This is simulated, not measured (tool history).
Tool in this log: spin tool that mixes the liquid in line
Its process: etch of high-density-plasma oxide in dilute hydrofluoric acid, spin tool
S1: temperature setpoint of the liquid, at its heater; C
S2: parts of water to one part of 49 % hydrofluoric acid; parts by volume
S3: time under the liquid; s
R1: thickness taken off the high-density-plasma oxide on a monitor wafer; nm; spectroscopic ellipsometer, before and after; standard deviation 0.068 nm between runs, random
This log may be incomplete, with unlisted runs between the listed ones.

| run | day | S1 | S2 | S3 | R1 |
|---|---|---|---|---|---|
| 1 | 0 | 25 | 110 | 85 | 3.772 |
| 2 | 0.288 | 25 | 110 | 65 | 2.9076 |
| 3 | 0.588 | 25 | 125 | 65 | 2.4954 |
| 4 | 0.696 | 21.5 | 125 | 65 | 2.1774 |
| 5 | 0.833 | 21.5 | 110 | 65 | 2.4901 |
| 6 | 1.133 | 23 | 100 | 65 | 2.9452 |
| 7 | 1.338 | 24.5 | 90 | 65 | 3.5711 |
| 8 | 1.375 | 25.5 | 85 | 65 | 3.9901 |
| 9 | 1.592 | 29.5 | 40 | 65 | 10.544 |
| 10 | 1.779 | 29 | 40 | 65 | 10.171 |

For run 11, what comes out?
| 11 | 1.817 | 28.5 | 40 | 65 | ? |

{"run 11": {"R1": 10.079}}

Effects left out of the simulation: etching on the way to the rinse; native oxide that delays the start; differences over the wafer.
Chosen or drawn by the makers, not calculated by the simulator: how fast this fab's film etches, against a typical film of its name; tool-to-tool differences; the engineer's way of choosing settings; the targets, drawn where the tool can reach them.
